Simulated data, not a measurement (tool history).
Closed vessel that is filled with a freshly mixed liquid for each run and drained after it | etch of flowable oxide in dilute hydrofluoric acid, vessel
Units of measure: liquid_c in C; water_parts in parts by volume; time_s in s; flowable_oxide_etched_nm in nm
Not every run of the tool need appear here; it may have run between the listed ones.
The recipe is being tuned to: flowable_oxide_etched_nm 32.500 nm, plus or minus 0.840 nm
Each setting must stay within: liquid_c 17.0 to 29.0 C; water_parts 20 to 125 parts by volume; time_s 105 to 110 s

run 1 hour=0.0 | liquid_c=21.0 water_parts=70 time_s=105 | flowable_oxide_etched_nm=54.005
run 2 hour=3.0 | liquid_c=24.0 water_parts=70 time_s=105 | flowable_oxide_etched_nm=61.916
run 3 hour=3.9 | liquid_c=24.0 water_parts=60 time_s=105 | flowable_oxide_etched_nm=72.815
run 4 hour=8.6 | liquid_c=22.0 water_parts=70 time_s=105 | flowable_oxide_etched_nm=57.190
run 5 hour=13.9 | liquid_c=24.5 water_parts=70 time_s=105 | flowable_oxide_etched_nm=63.969
run 6 hour=22.9 | liquid_c=22.5 water_parts=75 time_s=105 | flowable_oxide_etched_nm=54.061
run 7 hour=27.0 | liquid_c=18.5 water_parts=95 time_s=105 | flowable_oxide_etched_nm=35.063
run 8 hour=30.5 | liquid_c=18.0 water_parts=95 time_s=105 | flowable_oxide_etched_nm=34.272
run 9 hour=38.2 | liquid_c=17.5 water_parts=95 time_s=105 | flowable_oxide_etched_nm=33.856

4 candidate next runs follow, results not yet known. Just one meets every target within its allowed miss. Identify it.
run A hour=45.9 | liquid_c=17.0 water_parts=90 time_s=110 | flowable_oxide_etched_nm=?
run B hour=45.9 | liquid_c=17.0 water_parts=90 time_s=105 | flowable_oxide_etched_nm=?
run C hour=45.9 | liquid_c=18.5 water_parts=90 time_s=105 | flowable_oxide_etched_nm=?
run D hour=45.9 | liquid_c=19.5 water_parts=110 time_s=110 | flowable_oxide_etched_nm=?

move=A flowable_oxide_etched_nm=36.639
move=B flowable_oxide_etched_nm=34.973
move=C flowable_oxide_etched_nm=37.256
move=D flowable_oxide_etched_nm=32.567
A: the biggest miss grows against the last run
B: the biggest miss grows against the last run
C: the biggest miss grows against the last run
D: every result lands within tolerance
Correct choice: D, which meets every target
